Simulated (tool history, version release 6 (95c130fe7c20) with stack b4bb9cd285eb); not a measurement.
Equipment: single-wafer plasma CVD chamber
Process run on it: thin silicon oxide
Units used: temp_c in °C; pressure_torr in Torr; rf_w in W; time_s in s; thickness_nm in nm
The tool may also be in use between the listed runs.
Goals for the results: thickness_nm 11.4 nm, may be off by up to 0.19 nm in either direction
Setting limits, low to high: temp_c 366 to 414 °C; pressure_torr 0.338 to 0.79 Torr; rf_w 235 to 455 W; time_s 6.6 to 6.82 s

run	hour	temp_c	pressure_torr	rf_w	time_s	thickness_nm
1	0	390	0.564	345	6.6	9.1018
2	7.7	395	0.564	345	6.6	9.0831
3	12.5	391	0.564	345	6.6	9.1184
4	19.8	400	0.564	345	6.6	9.0058
# hour 26.3: thermocouple changed; heater temperature recalibrated
5	26.3	400	0.564	300	6.6	8.5658
6	30	396	0.564	300	6.6	8.5142
7	37.5	396	0.579	300	6.6	8.7362
8	38	396	0.692	305	6.6	10.411

5 next moves are on the table. One of them brings every result within its allowed miss. Which?
A	38.5	388	0.699	325	6.6	?
B	38.5	394	0.684	350	6.6	?
C	38.5	399	0.622	290	6.6	?
D	38.5	395	0.71	295	6.79	?
E	38.5	396	0.732	300	6.82	?

move	thickness_nm
A	10.925
B	11.003
C	9.2141
D	10.869
E	11.31
A: better than the last run, though not everything is in spec
B: better than the last run, though not everything is in spec
C: lands further from the targets than the last run did
D: better than the last run, though not everything is in spec
E: every result lands within tolerance
E is the move that brings every result within its allowed miss.

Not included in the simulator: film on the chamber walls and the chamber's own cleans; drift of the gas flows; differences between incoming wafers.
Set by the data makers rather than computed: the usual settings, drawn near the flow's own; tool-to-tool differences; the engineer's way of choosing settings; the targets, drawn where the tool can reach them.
